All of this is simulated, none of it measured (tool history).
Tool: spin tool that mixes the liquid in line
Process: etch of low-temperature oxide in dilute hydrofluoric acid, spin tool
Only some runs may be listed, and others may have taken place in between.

run,hour,temperature setpoint of the liquid (K),parts of water to one part of 49 % hydrofluoric acid (parts by volume),time under the liquid (s),thickness taken off the low-temperature oxide on a monitor wafer (angstrom)
1,0.0,296.15,175,265,206.74
2,5.0,294.65,175,265,192.64
3,13.9,294.15,185,265,179.24
4,22.1,293.65,195,265,167.14
5,23.7,293.15,205,265,154.94
6,27.1,292.65,210,265,145.87

Run 7 is up next; what results do you expect?
7,32.4,292.15,215,265,?

{"run 7": {"thickness taken off the low-temperature oxide on a monitor wafer (angstrom)": 141.03}}

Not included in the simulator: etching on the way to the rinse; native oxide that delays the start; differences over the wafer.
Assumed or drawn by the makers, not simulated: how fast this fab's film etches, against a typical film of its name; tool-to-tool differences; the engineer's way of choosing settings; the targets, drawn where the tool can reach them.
